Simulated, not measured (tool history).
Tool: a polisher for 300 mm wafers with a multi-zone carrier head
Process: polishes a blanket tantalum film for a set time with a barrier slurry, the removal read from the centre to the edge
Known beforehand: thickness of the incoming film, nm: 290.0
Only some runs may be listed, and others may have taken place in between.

run  hour  flow of slurry (ml/min)  pressure of the head's centre zone  pressure of the head's middle zone  pressure of the head's edge zone  abrasive content of the slurry  polishing time (s)  film removed at the wafer's centre (nm)  film removed at mid-radius (nm)  film removed at the wafer's edge (nm)
  1     0                      155                                   1                                   1                                 1                               1                  65                                   82.846                           86.473                                 85.474
  2   4.5                      155                                   1                                   1                                 1                               1                  58                                   74.528                           76.269                                 75.903
  3  11.5                      155                                   1                                1.04                                 1                               1                  58                                    74.23                           78.093                                 74.718
  4  12.1                      165                                0.99                                1.07                              1.02                             1.1                  60                                   77.332                           85.917                                 82.541
  5  14.6                      175                                1.01                                 1.1                              1.01                             1.2                  61                                   84.669                           93.833                                 84.991
  6  15.3                      185                                1.01                                1.12                              1.03                            1.25                  61                                   85.679                           94.654                                 87.418

Run 7, settings as shown, results not yet in. Your forecast:
     23.2  -- worn pad replaced by a new one
  7  23.2                      190                                1.01                                1.14                              1.03                             1.3                  62                                        ?                                ?                                      ?

Run 7 gave film removed at the wafer's centre (nm) 94.024, film removed at mid-radius (nm) 105.82, film removed at the wafer's edge (nm) 93.461.
